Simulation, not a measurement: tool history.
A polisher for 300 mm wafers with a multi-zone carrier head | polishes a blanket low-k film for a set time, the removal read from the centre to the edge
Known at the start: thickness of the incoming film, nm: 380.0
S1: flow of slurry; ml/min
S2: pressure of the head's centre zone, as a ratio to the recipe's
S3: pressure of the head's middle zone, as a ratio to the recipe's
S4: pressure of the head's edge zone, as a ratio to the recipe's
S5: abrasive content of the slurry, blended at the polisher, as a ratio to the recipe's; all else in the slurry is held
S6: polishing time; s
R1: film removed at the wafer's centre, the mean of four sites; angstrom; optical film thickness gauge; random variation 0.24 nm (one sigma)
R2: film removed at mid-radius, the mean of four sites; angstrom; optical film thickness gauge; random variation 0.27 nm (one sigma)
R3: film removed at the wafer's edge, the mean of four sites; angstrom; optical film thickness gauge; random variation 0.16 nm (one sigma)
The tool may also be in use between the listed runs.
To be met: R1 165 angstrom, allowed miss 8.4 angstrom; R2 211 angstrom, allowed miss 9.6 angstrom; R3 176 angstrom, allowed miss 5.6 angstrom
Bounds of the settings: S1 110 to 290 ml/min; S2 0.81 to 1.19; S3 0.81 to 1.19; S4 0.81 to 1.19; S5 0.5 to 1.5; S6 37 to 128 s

run  hour   S1    S2    S3    S4    S5  S6      R1      R2      R3
  1     0  185     1     1     1     1  82  157.61  161.29  155.71
  2   6.4  225     1     1     1     1  82  162.24  168.05  156.86
  3  11.5  230  0.98  1.04  1.02  1.05  82  164.03  177.62  164.34
  4  17.9  230  0.98  1.04  1.02  1.05  63  127.84  138.12  125.34
  5  20.4  235  0.96  1.08  1.03   1.2  65  135.23  151.88  138.65
  6  29.3  245  0.95  1.11  1.01   1.3  68  143.05  174.21  147.54
  7  31.8  250  0.95  1.13  1.03  1.35  69  148.94  179.16  153.35
  8  40.1  255  0.94  1.14  1.04   1.4  71  154.53  189.68  162.22
  9  46.5  260  0.94  1.15  1.04  1.45  72  156.77  197.24  165.94
 10  47.5  260  0.94  1.16  1.05  1.45  73  157.41  198.96  168.59
 11  53.5  260  0.94  1.17  1.05  1.45  74   166.6  204.76  171.44
 12  55.1  260  0.93  1.17  1.05  1.45  74  162.42  204.72  168.14

4 next moves are on the table. One of them brings every result within its allowed miss. Which?
  A  56.7  280  0.91  1.14  1.05   1.5  75   ?   ?   ?
  B  56.7  270  1.04  1.19   1.1  1.25  74   ?   ?   ?
  C  56.7  265  1.03  1.19     1   1.3  73   ?   ?   ?
  D  56.7  220  0.99  1.19     1  1.05  82   ?   ?   ?

move      R1      R2      R3
   A   163.8   214.4  177.76
   B  172.64  204.82  167.53
   C  170.71   204.6  159.95
   D  165.56  207.06  162.76
A: meets every target
B: further off than the last run
C: further off than the last run
D: further off than the last run
Move A is the one to make.
